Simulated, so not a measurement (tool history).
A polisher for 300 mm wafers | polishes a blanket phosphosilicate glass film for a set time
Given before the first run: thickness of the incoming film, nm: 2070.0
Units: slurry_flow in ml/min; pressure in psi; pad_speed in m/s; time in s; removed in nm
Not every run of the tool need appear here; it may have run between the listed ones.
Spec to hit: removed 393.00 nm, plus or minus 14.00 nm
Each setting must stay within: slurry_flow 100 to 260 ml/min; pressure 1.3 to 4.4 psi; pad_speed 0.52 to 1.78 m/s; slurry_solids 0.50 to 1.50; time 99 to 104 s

run  hour  slurry_flow  pressure  pad_speed  slurry_solids  time  removed
  1   0.0          165       2.8       1.14           1.00    99   828.41
  2   5.2          165       2.4       1.14           1.00    99   712.80
  3  13.3          165       2.4       1.14           0.85    99   671.98
  4  17.4          165       2.4       1.38           0.85    99   794.14
  5  24.2          165       2.4       1.60           0.85    99   882.87
  6  26.2          160       2.1       1.44           0.85    99   711.14
  7  30.3          155       1.9       1.34           0.85    99   608.33
  8  37.9          150       1.7       1.28           0.85    99   527.88
  9  39.3          140       1.6       1.26           0.85    99   493.84
 10  44.5          135       1.5       1.24           0.85    99   448.05
 11  50.8          125       1.5       1.24           0.85    99   452.50
 12  57.4          120       1.4       1.22           0.85    99   416.65

Which one of the following 4 next-run settings gets every result inside its allowed miss? There is exactly one.
  A  64.0          105       1.4       1.32           0.85    99        ?
  B  64.0          100       1.5       1.18           0.75   100        ?
  C  64.0          145       1.4       1.24           0.85    99        ?
  D  64.0          105       1.5       1.22           0.90   103        ?

move  removed
   A   425.09
   B   393.24
   C   433.10
   D   450.60
A: moves away from the targets compared with the last run
B: every result lands within tolerance
C: moves away from the targets compared with the last run
D: moves away from the targets compared with the last run
B is the move that brings every result within its allowed miss.
